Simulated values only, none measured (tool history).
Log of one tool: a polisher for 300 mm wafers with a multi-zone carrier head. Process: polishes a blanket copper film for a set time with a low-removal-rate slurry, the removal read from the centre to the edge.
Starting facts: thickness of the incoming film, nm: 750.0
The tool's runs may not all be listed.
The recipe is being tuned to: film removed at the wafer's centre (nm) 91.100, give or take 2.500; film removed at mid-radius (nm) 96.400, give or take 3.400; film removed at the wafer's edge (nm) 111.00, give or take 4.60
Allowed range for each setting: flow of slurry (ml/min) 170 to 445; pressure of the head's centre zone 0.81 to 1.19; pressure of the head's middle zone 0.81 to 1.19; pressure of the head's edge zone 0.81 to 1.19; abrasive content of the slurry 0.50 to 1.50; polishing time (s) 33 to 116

run,day,flow of slurry (ml/min),pressure of the head's centre zone,pressure of the head's middle zone,pressure of the head's edge zone,abrasive content of the slurry,polishing time (s),film removed at the wafer's centre (nm),film removed at mid-radius (nm),film removed at the wafer's edge (nm)
1,0.000,285,1.00,1.00,1.00,1.00,74,138.200,138.340,139.16
2,0.267,285,1.00,1.00,1.00,1.00,67,128.700,127.350,127.46
3,0.596,285,1.05,1.00,1.00,1.00,67,134.640,128.320,125.87
4,0.712,285,1.05,1.00,1.08,1.00,67,134.160,125.380,132.80
5,0.962,285,1.05,1.08,1.08,1.00,67,132.880,135.770,132.39
6,1.288,285,1.05,1.08,1.13,1.00,67,133.800,135.150,138.50
7,1.417,280,1.01,1.05,1.11,0.90,66,120.990,124.890,126.82
8,1.646,270,0.97,1.02,1.11,0.85,66,116.540,120.750,125.39
9,1.875,265,0.94,1.00,1.12,0.80,66,108.950,117.380,125.06
10,2.150,260,0.92,0.97,1.11,0.75,66,103.700,110.890,122.88
11,2.179,255,0.91,0.95,1.09,0.70,66,100.610,104.050,118.12
12,2.346,220,0.83,0.92,1.03,0.65,66,90.601,102.090,110.78

5 candidate next runs follow, results not yet known. Just one meets every target within its allowed miss. Identify it.
A,2.512,215,0.81,0.97,1.00,0.65,68,?,?,?
B,2.512,170,0.81,1.02,1.08,0.65,72,?,?,?
C,2.512,285,0.86,0.90,1.09,0.50,68,?,?,?
D,2.512,170,0.86,0.98,0.92,0.65,67,?,?,?
E,2.512,210,0.82,0.96,0.99,0.60,70,?,?,?

move,film removed at the wafer's centre (nm),film removed at mid-radius (nm),film removed at the wafer's edge (nm)
A,88.733,106.360,112.88
B,90.653,113.740,121.12
C,89.846,94.921,111.18
D,89.590,102.330,104.38
E,89.969,105.630,112.64
A: further off than the last run
B: further off than the last run
C: hits every target within its allowed miss
D: as far off as the last run
E: further off than the last run
So the answer is move C, the one that meets all the targets.

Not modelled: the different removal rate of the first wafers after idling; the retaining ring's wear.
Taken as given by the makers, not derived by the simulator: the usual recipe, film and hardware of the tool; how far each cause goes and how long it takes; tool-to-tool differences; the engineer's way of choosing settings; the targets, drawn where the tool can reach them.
